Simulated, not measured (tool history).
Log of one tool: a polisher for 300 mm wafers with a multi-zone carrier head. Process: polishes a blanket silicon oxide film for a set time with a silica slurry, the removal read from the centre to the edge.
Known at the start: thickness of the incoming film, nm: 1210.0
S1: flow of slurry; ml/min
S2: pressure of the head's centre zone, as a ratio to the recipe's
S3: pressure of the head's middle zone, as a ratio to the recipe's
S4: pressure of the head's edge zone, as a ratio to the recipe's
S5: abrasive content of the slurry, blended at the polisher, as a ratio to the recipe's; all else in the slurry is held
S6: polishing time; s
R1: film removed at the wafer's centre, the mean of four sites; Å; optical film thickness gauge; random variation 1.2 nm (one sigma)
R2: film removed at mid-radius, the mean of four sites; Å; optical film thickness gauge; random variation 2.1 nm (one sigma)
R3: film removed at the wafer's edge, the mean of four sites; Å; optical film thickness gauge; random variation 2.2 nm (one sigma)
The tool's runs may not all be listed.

run	day	S1	S2	S3	S4	S5	S6	R1	R2	R3
1	0	195	1	1	1	1	32	1139.4	1164.8	1156.9
2	0.033	195	1	1	1.05	1	32	1160	1176.2	1172.8
3	0.283	195	1.06	1	1.05	1	32	1185.8	1152.3	1155.8
4	0.371	205	1.05	1.03	1.06	1.1	32	1241.8	1256.9	1203.7
5	0.583	210	1.04	1.04	1.07	1.15	32	1240.2	1311.8	1231.3
6	0.633	215	1.04	1.05	1.07	1.2	32	1269.8	1320.4	1278.1
7	0.871	220	1.04	1.08	1.07	1.25	32	1316.1	1372.7	1285.7
8	1.112	225	1.03	1.1	1.07	1.3	32	1336	1391.8	1314.3
9	1.462	225	1.03	1.12	1.09	1.3	33	1369.5	1487.5	1428.5
10	1.712	235	1.01	1.13	1.07	1.35	33	1382.5	1537	1401.5
11	1.817	240	1.01	1.14	1.07	1.4	33	1407.9	1534.8	1389.8
12	1.867	245	1	1.15	1.07	1.4	33	1404.6	1553.1	1420
13	2.225	240	0.99	1.16	1.06	1.4	34	1420.8	1595.2	1439
14	2.6	245	0.98	1.17	1.06	1.4	34	1403.6	1644.3	1479.7
15	2.9	250	0.98	1.17	1.05	1.4	34	1427.8	1632.3	1410.3
16	3.017	255	0.98	1.17	1.05	1.4	34	1407.5	1633.6	1475.6

The next listed run, before its measurement:
17	3.229	255	0.98	1.17	1.05	1.4	34	?	?	?

Run 17 gave R1 1415.5 Å, R2 1620.9 Å, R3 1457.7 Å.
